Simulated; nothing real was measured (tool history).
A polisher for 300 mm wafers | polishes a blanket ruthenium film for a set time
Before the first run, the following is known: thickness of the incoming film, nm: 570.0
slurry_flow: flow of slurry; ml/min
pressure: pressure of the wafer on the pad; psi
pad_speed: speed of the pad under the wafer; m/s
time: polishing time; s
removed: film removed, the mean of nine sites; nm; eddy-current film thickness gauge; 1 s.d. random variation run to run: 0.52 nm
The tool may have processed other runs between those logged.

run  hour  slurry_flow  pressure  pad_speed  time  removed
  1     0          200       2.3       1.16    50   73.306
  2   5.3          200       2.3       1.16    44   63.329
  3  10.1          200       2.3       1.16    44   63.935
  4  15.5          200       2.3       1.32    44   73.713
  5  24.1          200       2.3       1.18    44   65.108
  6  31.2          200       2.3       1.18    50   75.054
  7  34.1          200       1.9       1.14    50   60.566
  8  41.6          200       1.7        1.1    50   52.574

For run 9, what comes out?
  9    46          200       1.7        1.1    50        ?

removed: 51.441 nm

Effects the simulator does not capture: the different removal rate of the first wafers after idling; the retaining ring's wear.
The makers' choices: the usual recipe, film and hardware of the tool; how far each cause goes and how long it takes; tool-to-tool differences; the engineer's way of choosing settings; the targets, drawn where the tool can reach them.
